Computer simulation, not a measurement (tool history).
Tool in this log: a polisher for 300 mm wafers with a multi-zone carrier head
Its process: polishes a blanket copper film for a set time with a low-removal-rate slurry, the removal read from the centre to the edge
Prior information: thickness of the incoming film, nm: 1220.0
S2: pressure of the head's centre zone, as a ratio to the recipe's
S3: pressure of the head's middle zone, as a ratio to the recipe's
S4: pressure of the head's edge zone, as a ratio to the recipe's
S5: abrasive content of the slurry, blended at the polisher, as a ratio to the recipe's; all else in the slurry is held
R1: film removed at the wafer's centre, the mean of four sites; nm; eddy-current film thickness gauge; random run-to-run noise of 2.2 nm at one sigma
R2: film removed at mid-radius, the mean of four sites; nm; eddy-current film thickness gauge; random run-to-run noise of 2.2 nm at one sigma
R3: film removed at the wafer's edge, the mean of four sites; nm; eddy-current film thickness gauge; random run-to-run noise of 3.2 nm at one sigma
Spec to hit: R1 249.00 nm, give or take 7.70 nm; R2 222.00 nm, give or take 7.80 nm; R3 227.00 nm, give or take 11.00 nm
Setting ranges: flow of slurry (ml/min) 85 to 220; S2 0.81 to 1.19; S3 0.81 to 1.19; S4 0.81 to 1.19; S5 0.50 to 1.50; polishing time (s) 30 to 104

{"run": 1, "day": 0.0, "flow of slurry (ml/min)": 140, "S2": 1.0, "S3": 1.0, "S4": 1.0, "S5": 1.0, "polishing time (s)": 67, "R1": 205.49, "R2": 201.26, "R3": 211.96}
{"run": 2, "day": 0.025, "flow of slurry (ml/min)": 150, "S2": 1.02, "S3": 1.0, "S4": 1.0, "S5": 1.0, "polishing time (s)": 67, "R1": 207.38, "R2": 202.3, "R3": 218.32}
{"run": 3, "day": 0.05, "flow of slurry (ml/min)": 150, "S2": 1.05, "S3": 1.01, "S4": 0.98, "S5": 1.05, "polishing time (s)": 67, "R1": 222.11, "R2": 208.65, "R3": 217.84}
{"run": 4, "day": 0.4, "flow of slurry (ml/min)": 150, "S2": 1.05, "S3": 1.01, "S4": 0.98, "S5": 0.9, "polishing time (s)": 67, "R1": 210.66, "R2": 196.23, "R3": 207.08}
{"run": 5, "day": 0.479, "flow of slurry (ml/min)": 160, "S2": 1.07, "S3": 1.02, "S4": 0.98, "S5": 0.9, "polishing time (s)": 67, "R1": 220.24, "R2": 209.02, "R3": 208.57}
{"run": 6, "day": 0.621, "flow of slurry (ml/min)": 160, "S2": 1.07, "S3": 1.02, "S4": 0.98, "S5": 0.9, "polishing time (s)": 82, "R1": 267.98, "R2": 250.82, "R3": 257.97}
{"run": 7, "day": 0.692, "flow of slurry (ml/min)": 150, "S2": 1.07, "S3": 1.02, "S4": 0.96, "S5": 0.9, "polishing time (s)": 82, "R1": 269.25, "R2": 247.36, "R3": 258.27}
{"run": 8, "day": 1.012, "flow of slurry (ml/min)": 145, "S2": 1.07, "S3": 1.02, "S4": 0.94, "S5": 0.85, "polishing time (s)": 82, "R1": 258.9, "R2": 243.76, "R3": 251.19}
{"run": 9, "day": 1.271, "flow of slurry (ml/min)": 145, "S2": 1.07, "S3": 1.02, "S4": 0.94, "S5": 0.85, "polishing time (s)": 82, "R1": 261.97, "R2": 240.97, "R3": 254.53}
{"day": 1.55, "done": "edge zone pressure recalibrated"}
{"run": 10, "day": 1.55, "flow of slurry (ml/min)": 145, "S2": 1.08, "S3": 1.02, "S4": 0.94, "S5": 0.8, "polishing time (s)": 81, "R1": 254.72, "R2": 234.91, "R3": 236.98}
{"run": 11, "day": 1.817, "flow of slurry (ml/min)": 140, "S2": 1.08, "S3": 1.02, "S4": 0.94, "S5": 0.8, "polishing time (s)": 81, "R1": 258.4, "R2": 235.65, "R3": 233.07}
{"run": 12, "day": 1.871, "flow of slurry (ml/min)": 135, "S2": 1.08, "S3": 1.01, "S4": 0.94, "S5": 0.8, "polishing time (s)": 81, "R1": 253.41, "R2": 233.27, "R3": 231.06}
{"run": 13, "day": 2.079, "flow of slurry (ml/min)": 135, "S2": 1.08, "S3": 1.0, "S4": 0.94, "S5": 0.8, "polishing time (s)": 81, "R1": 253.72, "R2": 232.51, "R3": 233.51}

Which single option among these 4 for the next run brings every result within its allowed miss of target? Just one does.
{"run": "A", "day": 2.288, "flow of slurry (ml/min)": 205, "S2": 1.12, "S3": 0.9, "S4": 0.89, "S5": 1.5, "polishing time (s)": 69, "R1": "?", "R2": "?", "R3": "?"}
{"run": "B", "day": 2.288, "flow of slurry (ml/min)": 185, "S2": 1.0, "S3": 0.91, "S4": 1.0, "S5": 0.95, "polishing time (s)": 81, "R1": "?", "R2": "?", "R3": "?"}
{"run": "C", "day": 2.288, "flow of slurry (ml/min)": 95, "S2": 1.15, "S3": 1.05, "S4": 0.99, "S5": 0.75, "polishing time (s)": 82, "R1": "?", "R2": "?", "R3": "?"}
{"run": "D", "day": 2.288, "flow of slurry (ml/min)": 190, "S2": 0.94, "S3": 0.81, "S4": 0.96, "S5": 1.15, "polishing time (s)": 76, "R1": "?", "R2": "?", "R3": "?"}

move=A R1=269.28 R2=222.80 R3=233.52
move=B R1=251.81 R2=235.82 R3=259.89
move=C R1=244.45 R2=223.23 R3=229.02
move=D R1=231.90 R2=213.81 R3=249.87
A: meets the target for the result that was furthest off, but another lies outside its allowed miss
B: lands further from the targets than the last run did
C: hits every target within its allowed miss
D: carries the result that was furthest off beyond its target, to the other side
Correct choice: C, which meets every target
